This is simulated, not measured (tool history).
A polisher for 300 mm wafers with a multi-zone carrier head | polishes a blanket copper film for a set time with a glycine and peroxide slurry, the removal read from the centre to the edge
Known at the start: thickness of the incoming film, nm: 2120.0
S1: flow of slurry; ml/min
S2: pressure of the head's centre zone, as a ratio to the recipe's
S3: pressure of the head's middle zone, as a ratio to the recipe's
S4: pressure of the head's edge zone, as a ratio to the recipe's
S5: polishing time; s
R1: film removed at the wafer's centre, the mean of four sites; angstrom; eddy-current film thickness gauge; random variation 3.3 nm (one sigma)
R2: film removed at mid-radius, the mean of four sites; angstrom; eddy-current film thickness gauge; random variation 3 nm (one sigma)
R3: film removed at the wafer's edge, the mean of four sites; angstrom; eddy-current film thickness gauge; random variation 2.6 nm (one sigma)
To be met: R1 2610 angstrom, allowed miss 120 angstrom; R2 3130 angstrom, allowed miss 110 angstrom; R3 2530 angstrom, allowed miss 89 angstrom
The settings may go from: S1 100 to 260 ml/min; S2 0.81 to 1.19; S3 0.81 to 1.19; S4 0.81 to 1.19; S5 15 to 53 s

run	hour	S1	S2	S3	S4	S5	R1	R2	R3
1	0	165	1	1	1	34	2251.3	2193.2	2090.4
2	4.5	180	0.99	1.06	1.02	35	2294.3	2340.5	2179.9
3	8.1	155	0.99	1.06	1.02	35	2270.8	2328.7	2203.4
4	17	155	0.99	1	1.02	35	2254.9	2217.4	2176.7
5	25.2	165	0.97	1.06	1	37	2347.3	2477.3	2307.3
6	31.7	175	0.97	1.1	0.98	38	2418.5	2604	2326.9
7	37.1	185	0.96	1.13	0.96	39	2507	2758.1	2407.9
8	40.8	195	0.94	1.15	0.94	40	2613	2938.2	2411.8

5 next moves are on the table. One of them brings every result within its allowed miss. Which?
A	44.5	185	0.87	1.19	0.97	44	?	?	?
B	44.5	220	0.93	1.19	0.91	45	?	?	?
C	44.5	150	0.93	1.18	0.92	43	?	?	?
D	44.5	235	1.05	1.11	0.86	40	?	?	?
E	44.5	150	0.91	1.16	1.04	40	?	?	?

move	R1	R2	R3
A	2575.1	3296.3	2753.8
B	2826.9	3430.9	2769.3
C	2582.1	3126.8	2582.8
D	2781.3	2894.6	2413.1
E	2361.8	2867	2548.2
A: takes the result that was furthest off past its target
B: takes the result that was furthest off past its target
C: meets every target
D: further off than the last run
E: further off than the last run
Move C is the one to make.
